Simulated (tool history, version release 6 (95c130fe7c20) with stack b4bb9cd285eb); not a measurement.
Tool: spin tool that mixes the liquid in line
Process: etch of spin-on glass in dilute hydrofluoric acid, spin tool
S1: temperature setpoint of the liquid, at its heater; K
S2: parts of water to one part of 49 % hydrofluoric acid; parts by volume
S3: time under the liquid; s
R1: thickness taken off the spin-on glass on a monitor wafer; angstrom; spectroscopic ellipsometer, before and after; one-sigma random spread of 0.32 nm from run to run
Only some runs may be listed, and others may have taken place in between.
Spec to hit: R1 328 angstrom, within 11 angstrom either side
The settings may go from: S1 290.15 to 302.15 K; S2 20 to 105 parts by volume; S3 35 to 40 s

run	hour	S1	S2	S3	R1
1	0	294.15	55	40	178.81
2	3.2	294.15	35	40	291.64
3	10	294.65	35	40	294.48
4	13.6	295.15	35	40	308.78
5	19	295.15	50	40	208.42
6	20.1	297.15	50	40	226.7
7	22.5	298.15	50	40	236.53
8	26.7	299.15	50	40	246.58
9	30.8	299.65	50	40	243.33
10	32.5	300.15	50	40	252.76
11	34.3	300.15	50	40	255.83
12	39.2	300.65	50	40	262.6
13	47.6	301.15	50	40	268.47
14	55.7	301.65	45	40	299.74
15	56.9	302.15	45	40	306.66
16	57.7	302.15	40	40	350.95
17	59.2	301.65	40	40	343.45

Next run, 5 choices. One meets every target within its allowed miss, the rest don't. Which?
A	60.7	302.15	40	35	?
B	60.7	302.15	45	40	?
C	60.7	300.15	35	35	?
D	60.7	301.65	40	35	?
E	60.7	301.65	45	40	?

move	R1
A	306.02
B	308.53
C	325.04
D	299.96
E	302.44
A: carries the result that was furthest off beyond its target, to the other side
B: carries the result that was furthest off beyond its target, to the other side
C: all results land within tolerance of their targets
D: carries the result that was furthest off beyond its target, to the other side
E: carries the result that was furthest off beyond its target, to the other side
So the answer is move C, the one that meets all the targets.
